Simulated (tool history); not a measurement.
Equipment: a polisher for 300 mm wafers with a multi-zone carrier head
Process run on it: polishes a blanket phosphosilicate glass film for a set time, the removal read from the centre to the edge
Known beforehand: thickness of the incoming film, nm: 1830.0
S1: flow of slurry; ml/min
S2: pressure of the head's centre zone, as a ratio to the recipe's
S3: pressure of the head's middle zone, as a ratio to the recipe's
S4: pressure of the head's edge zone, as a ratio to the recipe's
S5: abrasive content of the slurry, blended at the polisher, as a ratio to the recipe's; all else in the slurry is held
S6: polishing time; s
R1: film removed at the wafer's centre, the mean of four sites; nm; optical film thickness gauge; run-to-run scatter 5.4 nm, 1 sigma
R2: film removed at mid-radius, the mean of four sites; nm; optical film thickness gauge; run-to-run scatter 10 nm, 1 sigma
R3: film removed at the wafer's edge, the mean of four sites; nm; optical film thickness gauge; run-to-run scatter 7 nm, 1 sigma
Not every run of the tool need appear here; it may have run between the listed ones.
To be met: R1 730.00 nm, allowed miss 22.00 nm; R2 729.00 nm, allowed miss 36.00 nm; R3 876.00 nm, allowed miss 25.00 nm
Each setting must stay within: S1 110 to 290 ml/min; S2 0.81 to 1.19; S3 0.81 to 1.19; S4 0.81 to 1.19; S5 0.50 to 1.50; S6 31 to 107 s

run    day   S1    S2    S3    S4    S5  S6      R1      R2      R3
  1  0.000  185  1.00  1.00  1.00  1.00  69  566.50  654.41  641.25
  2  0.275  185  1.08  1.00  1.00  1.00  69  620.84  655.18  642.73
  3  0.579  190  1.07  0.97  1.05  1.10  69  637.18  674.65  680.68
  4  0.808  175  1.07  0.97  1.05  1.10  69  625.95  657.20  680.64
  5  1.054  170  1.07  0.95  1.08  1.20  70  658.98  680.84  720.95
  6  1.262  175  1.06  0.92  1.11  1.25  70  671.55  692.88  739.75
  7  1.333  160  1.05  0.89  1.13  1.30  71  664.58  670.18  769.19
  8  1.554  210  1.03  0.86  1.19  1.45  71  705.03  713.10  836.33

5 candidate next runs follow, results not yet known. Just one meets every target within its allowed miss. Identify it.
  A  1.775  210  1.07  0.86  1.18  1.30  70   ?   ?   ?
  B  1.775  200  1.01  0.85  1.16  1.50  74   ?   ?   ?
  C  1.775  195  0.99  0.82  1.19  1.50  69   ?   ?   ?
  D  1.775  200  1.05  0.91  1.16  1.50  69   ?   ?   ?
  E  1.775  195  1.09  0.86  1.03  1.50  69   ?   ?   ?

move      R1      R2      R3
   A  697.06  661.09  804.69
   B  726.66  724.73  884.16
   C  661.31  654.05  833.60
   D  705.22  714.81  823.76
   E  729.64  679.93  775.30
A: lands further from the targets than the last run did
B: each result inside its tolerance
C: lands further from the targets than the last run did
D: lands further from the targets than the last run did
E: lands further from the targets than the last run did
The right move is B.

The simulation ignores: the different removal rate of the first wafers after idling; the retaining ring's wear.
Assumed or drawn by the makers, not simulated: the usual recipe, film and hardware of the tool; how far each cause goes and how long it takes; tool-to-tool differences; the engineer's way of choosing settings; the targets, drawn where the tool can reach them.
